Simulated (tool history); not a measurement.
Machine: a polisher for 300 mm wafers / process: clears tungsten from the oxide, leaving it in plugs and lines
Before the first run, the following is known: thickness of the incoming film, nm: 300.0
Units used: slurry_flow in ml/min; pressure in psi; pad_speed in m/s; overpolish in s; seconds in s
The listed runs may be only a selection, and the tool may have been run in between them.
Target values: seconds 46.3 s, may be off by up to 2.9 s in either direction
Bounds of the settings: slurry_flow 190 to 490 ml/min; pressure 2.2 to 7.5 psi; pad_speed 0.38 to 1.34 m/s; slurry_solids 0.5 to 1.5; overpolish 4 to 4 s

run,hour,slurry_flow,pressure,pad_speed,slurry_solids,overpolish,seconds
1,0,315,4.8,0.86,1,4,67.227
2,3.1,315,4.8,0.86,1,4,70.53
3,5.9,315,5.1,0.86,1,4,63.859
4,14.2,315,4,0.86,1,4,81.396
5,16.3,315,4.3,0.86,1,4,77.869
6,21.4,315,4.3,0.86,0.8,4,82.571
7,24.3,315,4.6,0.86,0.8,4,75.711
8,28.5,315,4.6,0.86,0.8,4,77.041
9,29.6,315,4.9,0.86,0.8,4,72.204
10,31.7,315,5.2,0.86,0.8,4,68.402
11,36.3,315,5.4,0.86,0.8,4,67.583
12,40.4,315,5.7,0.86,0.8,4,63.137

Pick the move, out of 5, that brings all results within their allowed miss; only one does.
A,44.5,280,6.5,1.06,0.7,4,?
B,44.5,255,7.2,1.12,1.1,4,?
C,44.5,285,5.9,0.68,0.75,4,?
D,44.5,245,5.3,0.8,0.75,4,?
E,44.5,190,5.2,0.56,0.85,4,?

move,seconds
A,47.362
B,36.283
C,78.398
D,75.715
E,109.08
A: all results in spec
B: the result that was furthest off in the last run now lies on the other side of its target
C: further off than the last run
D: further off than the last run
E: further off than the last run
Go with A: it meets all targets.
